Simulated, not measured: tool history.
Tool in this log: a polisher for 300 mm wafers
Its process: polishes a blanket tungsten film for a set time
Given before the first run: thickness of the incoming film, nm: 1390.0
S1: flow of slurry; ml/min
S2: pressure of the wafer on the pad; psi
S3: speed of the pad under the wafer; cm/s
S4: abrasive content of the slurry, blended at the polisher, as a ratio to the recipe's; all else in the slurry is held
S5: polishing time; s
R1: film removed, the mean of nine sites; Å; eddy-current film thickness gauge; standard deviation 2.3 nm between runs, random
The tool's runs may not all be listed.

run,hour,S1,S2,S3,S4,S5,R1
1,0.0,265,4.0,102,1.0,110,4532.0
2,3.1,265,3.8,102,1.0,110,4310.1
3,11.7,265,3.6,102,1.0,110,4126.5
4,19.9,265,2.8,102,1.0,110,3221.4
5,21.4,265,2.8,122,1.0,110,3839.6
6,22.1,265,2.7,122,1.0,110,3671.6
7,28.9,250,1.9,122,1.0,110,2632.0

What does the tool deliver on the next run?
8,32.9,260,1.9,122,1.0,110,?

For run 8 the tool returned R1 2685.5 Å.
